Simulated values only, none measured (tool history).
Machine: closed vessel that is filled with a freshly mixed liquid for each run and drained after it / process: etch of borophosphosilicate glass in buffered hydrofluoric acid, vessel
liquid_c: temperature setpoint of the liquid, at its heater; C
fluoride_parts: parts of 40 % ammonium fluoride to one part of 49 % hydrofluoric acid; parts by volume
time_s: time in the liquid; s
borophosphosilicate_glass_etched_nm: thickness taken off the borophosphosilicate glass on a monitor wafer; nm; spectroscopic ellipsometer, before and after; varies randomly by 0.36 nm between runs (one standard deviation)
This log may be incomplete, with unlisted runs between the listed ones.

run	day	liquid_c	fluoride_parts	time_s	borophosphosilicate_glass_etched_nm
1	0.000	23.0	21.5	90	68.617
2	0.058	23.0	25.5	90	61.098
3	0.371	22.5	25.5	90	59.044
4	0.404	26.0	25.5	90	71.518
5	0.600	24.5	25.5	90	66.868
6	0.908	23.5	25.5	90	63.056

Run 7 has not been measured yet. What should we expect?
7	1.096	22.5	25.5	90	?

borophosphosilicate_glass_etched_nm: 59.248 nm
